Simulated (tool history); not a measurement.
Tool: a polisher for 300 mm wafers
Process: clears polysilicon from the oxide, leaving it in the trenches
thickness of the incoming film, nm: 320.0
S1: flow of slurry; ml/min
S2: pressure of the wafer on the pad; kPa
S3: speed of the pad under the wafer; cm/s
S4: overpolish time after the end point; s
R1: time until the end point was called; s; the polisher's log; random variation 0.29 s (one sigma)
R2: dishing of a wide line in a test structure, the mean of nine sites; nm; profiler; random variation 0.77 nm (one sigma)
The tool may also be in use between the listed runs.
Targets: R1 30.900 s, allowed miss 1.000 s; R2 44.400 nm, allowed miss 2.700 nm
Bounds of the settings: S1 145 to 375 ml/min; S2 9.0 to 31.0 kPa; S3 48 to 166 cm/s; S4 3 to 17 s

Run 1, day 0.000: S1 240 ml/min, S2 20.0 kPa, S3 106 cm/s, S4 9 s. Result: R1 17.653 s, R2 45.351 nm.
Run 2, day 0.346: S1 210 ml/min, S2 20.0 kPa, S3 106 cm/s, S4 9 s. Result: R1 17.718 s, R2 45.865 nm.
Run 3, day 0.421: S1 210 ml/min, S2 20.0 kPa, S3 106 cm/s, S4 11 s. Result: R1 17.860 s, R2 46.420 nm.
Run 4, day 0.479: S1 210 ml/min, S2 23.4 kPa, S3 106 cm/s, S4 11 s. Result: R1 15.406 s, R2 46.511 nm.
Run 5, day 0.512: S1 210 ml/min, S2 23.4 kPa, S3 132 cm/s, S4 11 s. Result: R1 13.015 s, R2 48.519 nm.
Run 6, day 0.792: S1 210 ml/min, S2 20.0 kPa, S3 124 cm/s, S4 11 s. Result: R1 15.342 s, R2 49.085 nm.
Run 7, day 1.000: S1 210 ml/min, S2 20.0 kPa, S3 124 cm/s, S4 11 s. Result: R1 15.639 s, R2 47.431 nm.
At day 1.175: head pressure recalibrated.
Run 8, day 1.175: S1 210 ml/min, S2 17.2 kPa, S3 116 cm/s, S4 11 s. Result: R1 19.887 s, R2 46.457 nm.
Run 9, day 1.275: S1 210 ml/min, S2 15.9 kPa, S3 116 cm/s, S4 11 s. Result: R1 20.806 s, R2 47.212 nm.

Which of these 5 next moves meets every target?
Run A, day 1.375: S1 175 ml/min, S2 13.8 kPa, S3 100 cm/s, S4 16 s. Result: R1 ?, R2 ?.
Run B, day 1.375: S1 240 ml/min, S2 9.7 kPa, S3 108 cm/s, S4 12 s. Result: R1 ?, R2 ?.
Run C, day 1.375: S1 150 ml/min, S2 20.0 kPa, S3 122 cm/s, S4 17 s. Result: R1 ?, R2 ?.
Run D, day 1.375: S1 280 ml/min, S2 13.1 kPa, S3 110 cm/s, S4 10 s. Result: R1 ?, R2 ?.
Run E, day 1.375: S1 225 ml/min, S2 13.1 kPa, S3 96 cm/s, S4 11 s. Result: R1 ?, R2 ?.

move      R1      R2
   A  27.182  46.985
   B  31.238  44.066
   C  17.792  47.941
   D  24.596  44.604
   E  28.198  44.217
A: nearer than the last run, and not there yet
B: meets every target
C: further off than the last run
D: nearer than the last run, and not there yet
E: nearer than the last run, and not there yet
The right move is B.
